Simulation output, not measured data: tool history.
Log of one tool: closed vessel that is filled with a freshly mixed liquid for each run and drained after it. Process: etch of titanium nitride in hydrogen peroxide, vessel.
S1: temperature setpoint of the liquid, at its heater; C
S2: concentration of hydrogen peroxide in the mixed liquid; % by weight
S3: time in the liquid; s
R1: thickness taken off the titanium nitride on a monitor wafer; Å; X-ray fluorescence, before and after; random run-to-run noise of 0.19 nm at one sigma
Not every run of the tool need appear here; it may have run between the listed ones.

run 1 day=0.000 | S1=52.0 S2=22 S3=175 | R1=116.170
run 2 day=0.321 | S1=54.0 S2=22 S3=175 | R1=134.580
run 3 day=0.429 | S1=54.0 S2=22 S3=175 | R1=134.570
run 4 day=0.642 | S1=47.0 S2=22 S3=175 | R1=79.938
run 5 day=0.704 | S1=50.0 S2=22 S3=175 | R1=101.940
run 6 day=0.867 | S1=52.5 S2=22 S3=175 | R1=119.320

Run 7 is up next; what results do you expect?
run 7 day=0.929 | S1=54.5 S2=22 S3=175 | R1=?

{"run 7": {"R1": 138.86}}
